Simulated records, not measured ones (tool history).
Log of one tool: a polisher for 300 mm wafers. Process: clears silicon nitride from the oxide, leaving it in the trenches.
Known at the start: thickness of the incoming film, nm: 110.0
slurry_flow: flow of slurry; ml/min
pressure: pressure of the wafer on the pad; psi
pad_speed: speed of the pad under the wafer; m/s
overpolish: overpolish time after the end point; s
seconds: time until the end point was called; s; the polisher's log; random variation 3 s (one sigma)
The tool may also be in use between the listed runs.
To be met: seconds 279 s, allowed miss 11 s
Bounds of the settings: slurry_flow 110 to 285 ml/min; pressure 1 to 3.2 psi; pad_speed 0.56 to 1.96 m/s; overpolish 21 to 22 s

| run | hour | slurry_flow | pressure | pad_speed | overpolish | seconds |
|---|---|---|---|---|---|---|
| 1 | 0 | 180 | 2.1 | 1.26 | 21 | 168.25 |
| 2 | 5.6 | 180 | 2.1 | 1.26 | 22 | 167.56 |
| 3 | 6.5 | 180 | 2.1 | 1.26 | 21 | 166.31 |
| 4 | 14.9 | 180 | 1.9 | 1.26 | 21 | 179.55 |
| 5 | 17.7 | 180 | 1.9 | 1.02 | 21 | 217.96 |
| 6 | 18.4 | 180 | 1.9 | 1.24 | 21 | 181.49 |
| 7 | 22.4 | 180 | 1.8 | 1.22 | 21 | 190.07 |
| 8 | 27 | 180 | 1.7 | 1.2 | 21 | 202.4 |
| 9 | 35.9 | 180 | 1.6 | 1.18 | 21 | 215.26 |
| 10 | 38.5 | 180 | 1.5 | 1.18 | 21 | 225.37 |

5 next moves are on the table. One of them brings every result within its allowed miss. Which?
| A | 41.1 | 210 | 1.3 | 1 | 21 | ? |
| B | 41.1 | 110 | 1.7 | 1.02 | 21 | ? |
| C | 41.1 | 170 | 1.3 | 0.96 | 21 | ? |
| D | 41.1 | 155 | 1.3 | 1.2 | 21 | ? |
| E | 41.1 | 130 | 1.6 | 1.06 | 22 | ? |

| move | seconds |
|---|---|
| A | 282.18 |
| B | 264.24 |
| C | 302.76 |
| D | 248.03 |
| E | 254.56 |
A: meets every target
B: nearer than the last run, and not there yet
C: takes the result that was furthest off past its target
D: nearer than the last run, and not there yet
E: nearer than the last run, and not there yet
Move A is the one to make.
